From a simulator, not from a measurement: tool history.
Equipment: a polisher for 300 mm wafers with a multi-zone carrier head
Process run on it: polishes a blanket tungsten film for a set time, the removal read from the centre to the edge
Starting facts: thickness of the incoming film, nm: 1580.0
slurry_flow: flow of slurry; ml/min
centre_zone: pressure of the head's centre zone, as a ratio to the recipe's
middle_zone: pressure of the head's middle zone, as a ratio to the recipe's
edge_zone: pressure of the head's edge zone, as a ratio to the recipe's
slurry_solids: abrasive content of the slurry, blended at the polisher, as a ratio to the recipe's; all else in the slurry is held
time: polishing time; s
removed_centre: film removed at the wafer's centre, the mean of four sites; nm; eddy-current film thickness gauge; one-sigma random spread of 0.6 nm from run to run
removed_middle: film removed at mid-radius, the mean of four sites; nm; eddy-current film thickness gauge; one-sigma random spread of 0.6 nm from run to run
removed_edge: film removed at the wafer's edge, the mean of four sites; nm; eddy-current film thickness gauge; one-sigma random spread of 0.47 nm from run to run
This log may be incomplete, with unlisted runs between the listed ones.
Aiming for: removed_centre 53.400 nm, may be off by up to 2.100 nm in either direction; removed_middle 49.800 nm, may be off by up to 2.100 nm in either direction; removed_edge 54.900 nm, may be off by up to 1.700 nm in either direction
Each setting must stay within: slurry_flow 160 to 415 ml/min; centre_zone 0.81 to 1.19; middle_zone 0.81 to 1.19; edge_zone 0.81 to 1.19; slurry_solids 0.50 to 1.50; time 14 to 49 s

| run | hour | slurry_flow | centre_zone | middle_zone | edge_zone | slurry_solids | time | removed_centre | removed_middle | removed_edge |
|---|---|---|---|---|---|---|---|---|---|---|
| 1 | 0.0 | 265 | 1.00 | 1.00 | 1.00 | 1.00 | 31 | 102.880 | 99.619 | 102.280 |
| 2 | 6.4 | 265 | 1.00 | 1.00 | 0.94 | 1.00 | 31 | 102.920 | 99.301 | 99.220 |
| 3 | 13.9 | 265 | 1.00 | 1.00 | 0.94 | 0.80 | 31 | 101.040 | 96.374 | 95.864 |
| 4 | 21.2 | 265 | 1.00 | 1.03 | 0.94 | 0.80 | 31 | 100.440 | 99.181 | 94.728 |
| 5 | 27.0 | 240 | 1.00 | 1.03 | 0.94 | 0.80 | 31 | 97.283 | 95.807 | 93.956 |
| 6 | 34.4 | 240 | 1.00 | 1.03 | 0.94 | 0.70 | 31 | 96.389 | 95.815 | 91.744 |
| 7 | 36.9 | 205 | 0.90 | 0.93 | 0.92 | 0.50 | 22 | 57.180 | 58.377 | 60.469 |
| 8 | 43.8 | 205 | 0.90 | 0.92 | 0.91 | 0.50 | 22 | 57.468 | 56.107 | 60.938 |
| 9 | 51.1 | 205 | 0.90 | 0.92 | 0.90 | 0.50 | 22 | 57.393 | 56.814 | 60.666 |
| 10 | 57.0 | 205 | 0.90 | 0.92 | 0.89 | 0.50 | 22 | 57.404 | 58.113 | 58.801 |
| 11 | 62.5 | 190 | 0.89 | 0.82 | 0.88 | 0.50 | 20 | 51.555 | 47.487 | 54.176 |

Which single option among these 5 for the next run brings every result within its allowed miss of target? Just one does.
| A | 68.0 | 185 | 0.93 | 0.81 | 0.91 | 0.55 | 19 | ? | ? | ? |
| B | 68.0 | 180 | 0.97 | 0.83 | 0.94 | 0.50 | 19 | ? | ? | ? |
| C | 68.0 | 160 | 0.94 | 0.89 | 0.94 | 0.50 | 20 | ? | ? | ? |
| D | 68.0 | 195 | 0.87 | 0.87 | 0.89 | 0.65 | 18 | ? | ? | ? |
| E | 68.0 | 160 | 0.88 | 0.81 | 1.01 | 0.50 | 19 | ? | ? | ? |

| move | removed_centre | removed_middle | removed_edge |
|---|---|---|---|
| A | 51.228 | 44.277 | 52.383 |
| B | 52.499 | 44.358 | 52.251 |
| C | 53.046 | 49.036 | 54.607 |
| D | 46.929 | 45.976 | 50.671 |
| E | 47.125 | 43.126 | 53.742 |
A: further off than the last run
B: further off than the last run
C: every result within its allowed miss
D: further off than the last run
E: further off than the last run
C meets every target.
